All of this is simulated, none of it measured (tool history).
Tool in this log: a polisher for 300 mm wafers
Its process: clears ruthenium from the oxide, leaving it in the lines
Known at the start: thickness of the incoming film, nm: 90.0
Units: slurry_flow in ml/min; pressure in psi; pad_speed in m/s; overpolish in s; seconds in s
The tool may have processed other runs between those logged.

run  hour  slurry_flow  pressure  pad_speed  overpolish  seconds
  1   0.0          170       2.1       0.88           8   77.150
  2   7.0          180       2.3       0.88           8   70.339
  3  10.1          155       2.3       0.88           8   71.619
  4  15.2          160       2.5       0.88           8   66.978
  5  21.6          170       2.7       0.88           8   61.024
  6  25.3          170       2.3       0.88           8   70.252
  7  29.1          185       2.5       0.88           8   65.160

For run 8, what comes out?
  8  31.4          190       2.6       0.88           8        ?

seconds: 61.589 s
